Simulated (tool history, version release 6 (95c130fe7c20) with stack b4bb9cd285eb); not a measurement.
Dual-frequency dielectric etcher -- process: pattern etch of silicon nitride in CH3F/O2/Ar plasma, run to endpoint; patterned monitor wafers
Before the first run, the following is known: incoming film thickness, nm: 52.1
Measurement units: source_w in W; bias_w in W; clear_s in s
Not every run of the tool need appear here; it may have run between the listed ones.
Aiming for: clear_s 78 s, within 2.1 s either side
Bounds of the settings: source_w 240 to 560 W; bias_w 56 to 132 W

run,hour,source_w,bias_w,clear_s
1,0,400,94,66.845
2,3,400,79,69.717
3,9.6,400,88,67.77
4,12.8,380,86,68.687
5,18.2,380,80,70.665
6,23,430,80,69.406
7,30.7,420,76,70.544
8,38.1,410,73,71.302
9,38.9,400,70,73.293
10,41.7,390,69,73.924

Consider the 4 candidate settings below. Which is the only one whose results all fall within their allowed miss of target?
A,44.5,350,63,?
B,44.5,410,87,?
C,44.5,390,80,?
D,44.5,420,81,?

move,clear_s
A,79.162
B,67.914
C,70.897
D,69.19
A: hits every target within its allowed miss
B: moves away from the targets compared with the last run
C: moves away from the targets compared with the last run
D: moves away from the targets compared with the last run
The right move is A.
